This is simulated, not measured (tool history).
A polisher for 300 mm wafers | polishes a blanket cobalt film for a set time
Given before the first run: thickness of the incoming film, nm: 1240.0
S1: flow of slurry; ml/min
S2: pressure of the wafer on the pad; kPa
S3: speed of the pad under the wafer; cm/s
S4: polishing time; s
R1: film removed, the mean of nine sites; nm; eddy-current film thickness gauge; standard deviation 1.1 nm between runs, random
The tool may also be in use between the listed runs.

{"run": 1, "day": 0.0, "S1": 225, "S2": 11, "S3": 102, "S4": 22, "R1": 94.495}
{"run": 2, "day": 0.242, "S1": 230, "S2": 11.7, "S3": 102, "S4": 22, "R1": 100.61}
{"run": 3, "day": 0.288, "S1": 230, "S2": 11.7, "S3": 102, "S4": 22, "R1": 98.83}
{"run": 4, "day": 0.396, "S1": 230, "S2": 12.4, "S3": 102, "S4": 22, "R1": 104.74}
{"run": 5, "day": 0.733, "S1": 230, "S2": 12.4, "S3": 102, "S4": 20, "R1": 94.64}
{"run": 6, "day": 0.775, "S1": 230, "S2": 10.3, "S3": 102, "S4": 20, "R1": 83.707}

Run 7, settings as shown, results not yet in. Your forecast:
{"run": 7, "day": 1.067, "S1": 235, "S2": 11.7, "S3": 102, "S4": 20, "R1": "?"}

{"run 7": {"R1": 89.763}}

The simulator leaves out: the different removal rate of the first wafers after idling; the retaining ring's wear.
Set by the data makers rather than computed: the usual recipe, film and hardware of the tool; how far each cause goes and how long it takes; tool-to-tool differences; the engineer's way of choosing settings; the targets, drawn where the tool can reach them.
